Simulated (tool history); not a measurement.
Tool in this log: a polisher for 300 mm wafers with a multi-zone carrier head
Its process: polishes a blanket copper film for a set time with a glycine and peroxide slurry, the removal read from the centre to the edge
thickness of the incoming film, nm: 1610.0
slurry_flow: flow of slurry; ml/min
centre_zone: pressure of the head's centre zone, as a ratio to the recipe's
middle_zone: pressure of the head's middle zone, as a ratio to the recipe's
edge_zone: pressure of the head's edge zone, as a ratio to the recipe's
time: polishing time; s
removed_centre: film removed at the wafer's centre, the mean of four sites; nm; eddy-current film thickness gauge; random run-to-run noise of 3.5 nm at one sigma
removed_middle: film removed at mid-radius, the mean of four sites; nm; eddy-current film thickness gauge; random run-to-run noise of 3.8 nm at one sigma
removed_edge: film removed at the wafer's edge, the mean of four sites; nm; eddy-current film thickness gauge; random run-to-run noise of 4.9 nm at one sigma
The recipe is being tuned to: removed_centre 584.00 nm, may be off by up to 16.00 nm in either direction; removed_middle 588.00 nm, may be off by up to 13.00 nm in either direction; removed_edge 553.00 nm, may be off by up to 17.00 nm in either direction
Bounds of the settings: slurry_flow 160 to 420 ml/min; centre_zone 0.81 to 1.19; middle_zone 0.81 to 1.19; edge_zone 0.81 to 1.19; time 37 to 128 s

run,hour,slurry_flow,centre_zone,middle_zone,edge_zone,time,removed_centre,removed_middle,removed_edge
1,0.0,270,1.00,1.00,1.00,82,482.18,489.05,508.16
2,6.0,240,1.00,1.00,1.00,82,476.17,487.88,509.29
3,7.5,245,1.01,1.02,1.01,82,483.12,499.60,500.94
4,15.5,250,1.02,1.03,1.02,83,499.16,508.39,519.45
5,17.1,300,1.02,1.03,1.02,83,507.38,518.02,519.79
6,21.7,305,1.03,1.04,1.03,83,509.89,521.06,528.80
7,25.0,310,1.04,1.05,1.03,83,513.12,528.89,521.37
8,29.2,310,1.05,1.06,1.04,83,519.15,528.95,519.56
9,30.3,315,1.06,1.07,1.05,83,526.88,537.83,533.02
10,30.9,320,1.07,1.08,1.05,83,531.51,541.41,525.86
11,33.3,325,1.08,1.09,1.06,83,536.36,544.42,541.12
12,40.5,330,1.09,1.10,1.06,83,545.09,552.32,544.61
# hour 46.7: edge zone pressure recalibrated
13,46.7,335,1.10,1.11,1.06,83,552.18,553.88,503.31
14,50.4,340,1.10,1.11,1.06,83,547.86,559.52,506.34
15,57.2,340,1.10,1.11,1.07,83,553.51,555.64,502.96

Exercise: of the 5 proposed moves below, exactly one satisfies all targets within the stated allowed misses. Which move is it?
A,64.0,380,1.13,1.07,1.05,90,?,?,?
B,64.0,360,1.11,1.06,1.18,91,?,?,?
C,64.0,340,1.00,1.15,1.03,91,?,?,?
D,64.0,365,1.07,1.13,1.06,90,?,?,?
E,64.0,320,1.05,1.04,0.98,93,?,?,?

move,removed_centre,removed_middle,removed_edge
A,621.39,594.23,555.26
B,614.58,593.85,594.20
C,551.19,634.63,552.32
D,586.67,621.06,556.28
E,588.40,592.61,550.00
A: brings the result that was furthest off to its target, and leaves another outside
B: moves the result that the last run missed by most past its target, out the other side
C: brings the result that was furthest off to its target, and leaves another outside
D: brings the result that was furthest off to its target, and leaves another outside
E: meets every target
Answer: E
